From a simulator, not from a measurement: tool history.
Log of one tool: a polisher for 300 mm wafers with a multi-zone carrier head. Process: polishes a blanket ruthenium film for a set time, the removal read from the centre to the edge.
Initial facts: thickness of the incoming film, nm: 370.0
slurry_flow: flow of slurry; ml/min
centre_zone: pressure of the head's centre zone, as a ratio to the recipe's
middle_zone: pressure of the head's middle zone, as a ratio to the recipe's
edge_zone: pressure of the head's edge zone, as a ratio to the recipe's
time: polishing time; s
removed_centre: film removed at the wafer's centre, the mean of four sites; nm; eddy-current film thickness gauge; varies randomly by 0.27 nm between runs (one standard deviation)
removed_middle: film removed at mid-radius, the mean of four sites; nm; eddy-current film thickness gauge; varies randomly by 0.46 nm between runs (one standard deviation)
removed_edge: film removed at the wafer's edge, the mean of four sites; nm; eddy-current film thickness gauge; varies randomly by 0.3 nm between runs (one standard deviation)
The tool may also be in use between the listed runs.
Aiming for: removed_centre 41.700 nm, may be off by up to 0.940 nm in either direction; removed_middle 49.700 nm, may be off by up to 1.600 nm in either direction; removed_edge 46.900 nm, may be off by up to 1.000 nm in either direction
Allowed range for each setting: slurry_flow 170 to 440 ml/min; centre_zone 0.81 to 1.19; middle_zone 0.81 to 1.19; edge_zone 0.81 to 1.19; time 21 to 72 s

{"run": 1, "hour": 0.0, "slurry_flow": 280, "centre_zone": 1.0, "middle_zone": 1.0, "edge_zone": 1.0, "time": 46, "removed_centre": 69.494, "removed_middle": 69.972, "removed_edge": 71.783}
{"run": 2, "hour": 4.3, "slurry_flow": 280, "centre_zone": 1.0, "middle_zone": 1.06, "edge_zone": 1.0, "time": 46, "removed_centre": 69.588, "removed_middle": 73.4, "removed_edge": 71.806}
{"run": 3, "hour": 11.3, "slurry_flow": 265, "centre_zone": 0.95, "middle_zone": 1.04, "edge_zone": 0.95, "time": 41, "removed_centre": 58.387, "removed_middle": 64.738, "removed_edge": 62.668}
{"run": 4, "hour": 18.4, "slurry_flow": 260, "centre_zone": 0.92, "middle_zone": 1.03, "edge_zone": 0.91, "time": 37, "removed_centre": 51.164, "removed_middle": 56.822, "removed_edge": 54.659}
{"run": 5, "hour": 23.0, "slurry_flow": 250, "centre_zone": 0.89, "middle_zone": 1.02, "edge_zone": 0.88, "time": 36, "removed_centre": 48.15, "removed_middle": 54.922, "removed_edge": 52.837}
{"run": 6, "hour": 24.7, "slurry_flow": 250, "centre_zone": 0.89, "middle_zone": 1.02, "edge_zone": 0.82, "time": 36, "removed_centre": 47.769, "removed_middle": 54.614, "removed_edge": 51.72}
{"run": 7, "hour": 33.0, "slurry_flow": 245, "centre_zone": 0.88, "middle_zone": 1.02, "edge_zone": 0.82, "time": 35, "removed_centre": 46.026, "removed_middle": 53.165, "removed_edge": 50.07}
{"run": 8, "hour": 39.7, "slurry_flow": 235, "centre_zone": 0.87, "middle_zone": 1.02, "edge_zone": 0.82, "time": 34, "removed_centre": 43.904, "removed_middle": 51.045, "removed_edge": 47.908}
{"run": 9, "hour": 44.4, "slurry_flow": 235, "centre_zone": 0.87, "middle_zone": 1.02, "edge_zone": 0.82, "time": 34, "removed_centre": 44.008, "removed_middle": 52.202, "removed_edge": 47.83}

Pick the move, out of 4, that brings all results within their allowed miss; only one does.
{"run": "A", "hour": 49.1, "slurry_flow": 255, "centre_zone": 0.81, "middle_zone": 1.0, "edge_zone": 0.86, "time": 34, "removed_centre": "?", "removed_middle": "?", "removed_edge": "?"}
{"run": "B", "hour": 49.1, "slurry_flow": 170, "centre_zone": 0.86, "middle_zone": 1.07, "edge_zone": 0.81, "time": 36, "removed_centre": "?", "removed_middle": "?", "removed_edge": "?"}
{"run": "C", "hour": 49.1, "slurry_flow": 240, "centre_zone": 0.96, "middle_zone": 1.04, "edge_zone": 0.82, "time": 34, "removed_centre": "?", "removed_middle": "?", "removed_edge": "?"}
{"run": "D", "hour": 49.1, "slurry_flow": 245, "centre_zone": 0.84, "middle_zone": 1.01, "edge_zone": 0.83, "time": 33, "removed_centre": "?", "removed_middle": "?", "removed_edge": "?"}

move=A removed_centre=41.443 removed_middle=51.038 removed_edge=49.266
move=B removed_centre=43.297 removed_middle=53.610 removed_edge=48.417
move=C removed_centre=48.404 removed_middle=52.272 removed_edge=47.930
move=D removed_centre=41.424 removed_middle=49.687 removed_edge=46.882
A: meets the target for the result that was furthest off, but another lies outside its allowed miss
B: roughly where the last run was
C: moves away from the targets compared with the last run
D: all results in spec
Go with D: it meets all targets.
